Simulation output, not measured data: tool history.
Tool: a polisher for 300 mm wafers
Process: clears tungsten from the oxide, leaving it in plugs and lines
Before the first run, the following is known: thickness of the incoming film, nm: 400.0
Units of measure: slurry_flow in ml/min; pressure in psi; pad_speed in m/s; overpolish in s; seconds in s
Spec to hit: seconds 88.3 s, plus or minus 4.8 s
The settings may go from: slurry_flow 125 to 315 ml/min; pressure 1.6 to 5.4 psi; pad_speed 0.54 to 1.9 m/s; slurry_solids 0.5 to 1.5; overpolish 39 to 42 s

Run 1, hour 0: slurry_flow 205 ml/min, pressure 3.5 psi, pad_speed 1.22 m/s, slurry_solids 1, overpolish 39 s. Result: seconds 58.874 s.
Run 2, hour 4.9: slurry_flow 205 ml/min, pressure 3.5 psi, pad_speed 1.4 m/s, slurry_solids 1, overpolish 39 s. Result: seconds 51.399 s.
Run 3, hour 12.9: slurry_flow 205 ml/min, pressure 3.2 psi, pad_speed 1.38 m/s, slurry_solids 1, overpolish 39 s. Result: seconds 57.763 s.
Run 4, hour 18.8: slurry_flow 205 ml/min, pressure 3.6 psi, pad_speed 1.38 m/s, slurry_solids 1, overpolish 39 s. Result: seconds 51.36 s.
Run 5, hour 26.5: slurry_flow 205 ml/min, pressure 3.6 psi, pad_speed 1.38 m/s, slurry_solids 1.2, overpolish 39 s. Result: seconds 48.633 s.
Run 6, hour 27.3: slurry_flow 205 ml/min, pressure 3.6 psi, pad_speed 1.38 m/s, slurry_solids 1.2, overpolish 42 s. Result: seconds 48.643 s.
Run 7, hour 34.8: slurry_flow 205 ml/min, pressure 3.3 psi, pad_speed 1.36 m/s, slurry_solids 1.2, overpolish 42 s. Result: seconds 53.03 s.
Run 8, hour 36.2: slurry_flow 205 ml/min, pressure 3 psi, pad_speed 1.34 m/s, slurry_solids 1.2, overpolish 42 s. Result: seconds 60.55 s.
Run 9, hour 40.9: slurry_flow 205 ml/min, pressure 2.8 psi, pad_speed 1.34 m/s, slurry_solids 1.2, overpolish 42 s. Result: seconds 64.05 s.
Run 10, hour 47.8: slurry_flow 205 ml/min, pressure 2.6 psi, pad_speed 1.34 m/s, slurry_solids 1.2, overpolish 42 s. Result: seconds 68.834 s.
Run 11, hour 54.6: slurry_flow 205 ml/min, pressure 2.5 psi, pad_speed 1.34 m/s, slurry_solids 1.2, overpolish 42 s. Result: seconds 69.37 s.
Run 12, hour 62.1: slurry_flow 205 ml/min, pressure 2.4 psi, pad_speed 1.34 m/s, slurry_solids 1.2, overpolish 42 s. Result: seconds 74.487 s.
Run 13, hour 67.4: slurry_flow 205 ml/min, pressure 2.3 psi, pad_speed 1.34 m/s, slurry_solids 1.2, overpolish 42 s. Result: seconds 77.3 s.
Run 14, hour 71.5: slurry_flow 205 ml/min, pressure 2.2 psi, pad_speed 1.34 m/s, slurry_solids 1.2, overpolish 42 s. Result: seconds 79.765 s.

Which of these 5 next moves meets every target?
Run A, hour 75.6: slurry_flow 180 ml/min, pressure 2.1 psi, pad_speed 1.68 m/s, slurry_solids 0.85, overpolish 42 s. Result: seconds ?.
Run B, hour 75.6: slurry_flow 230 ml/min, pressure 1.6 psi, pad_speed 1.42 m/s, slurry_solids 1.15, overpolish 40 s. Result: seconds ?.
Run C, hour 75.6: slurry_flow 245 ml/min, pressure 1.7 psi, pad_speed 1.32 m/s, slurry_solids 1.05, overpolish 40 s. Result: seconds ?.
Run D, hour 75.6: slurry_flow 220 ml/min, pressure 2.1 psi, pad_speed 1.06 m/s, slurry_solids 1.2, overpolish 42 s. Result: seconds ?.
Run E, hour 75.6: slurry_flow 220 ml/min, pressure 2.2 psi, pad_speed 1.14 m/s, slurry_solids 1.25, overpolish 42 s. Result: seconds ?.

move  seconds
   A   75.519
   B   99.313
   C    102.1
   D    98.11
   E   87.146
A: moves away from the targets compared with the last run
B: carries the result that was furthest off beyond its target, to the other side
C: carries the result that was furthest off beyond its target, to the other side
D: carries the result that was furthest off beyond its target, to the other side
E: meets every target
The right move is E.
